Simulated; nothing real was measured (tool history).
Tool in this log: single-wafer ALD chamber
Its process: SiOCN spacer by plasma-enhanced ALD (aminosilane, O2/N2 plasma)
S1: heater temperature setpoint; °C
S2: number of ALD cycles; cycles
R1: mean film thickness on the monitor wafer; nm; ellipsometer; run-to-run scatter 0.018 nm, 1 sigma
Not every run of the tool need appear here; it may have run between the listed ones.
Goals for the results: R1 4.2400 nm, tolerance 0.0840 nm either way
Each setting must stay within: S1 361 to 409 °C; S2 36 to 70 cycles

{"run": 1, "day": 0.0, "S1": 385, "S2": 53, "R1": 3.4279}
{"run": 2, "day": 0.283, "S1": 385, "S2": 50, "R1": 3.2711}
{"run": 3, "day": 0.6, "S1": 385, "S2": 54, "R1": 3.4882}
{"run": 4, "day": 0.762, "S1": 385, "S2": 57, "R1": 3.7056}
{"run": 5, "day": 0.892, "S1": 385, "S2": 59, "R1": 3.866}
{"run": 6, "day": 1.258, "S1": 385, "S2": 60, "R1": 3.928}
{"run": 7, "day": 1.471, "S1": 385, "S2": 61, "R1": 3.9749}
{"run": 8, "day": 1.554, "S1": 385, "S2": 62, "R1": 4.0442}
{"day": 1.896, "done": "thermocouple changed; heater temperature recalibrated"}
{"run": 9, "day": 1.896, "S1": 385, "S2": 63, "R1": 4.1105}

Next run, 5 choices. One meets every target within its allowed miss, the rest don't. Which?
{"run": "A", "day": 2.238, "S1": 393, "S2": 60, "R1": "?"}
{"run": "B", "day": 2.238, "S1": 382, "S2": 65, "R1": "?"}
{"run": "C", "day": 2.238, "S1": 386, "S2": 61, "R1": "?"}
{"run": "D", "day": 2.238, "S1": 383, "S2": 61, "R1": "?"}
{"run": "E", "day": 2.238, "S1": 393, "S2": 62, "R1": "?"}

move=A R1=3.9112
move=B R1=4.2372
move=C R1=3.9764
move=D R1=3.9764
move=E R1=4.0416
A: the biggest miss grows against the last run
B: in spec on every target
C: the biggest miss grows against the last run
D: the biggest miss grows against the last run
E: the biggest miss grows against the last run
The right move is B.
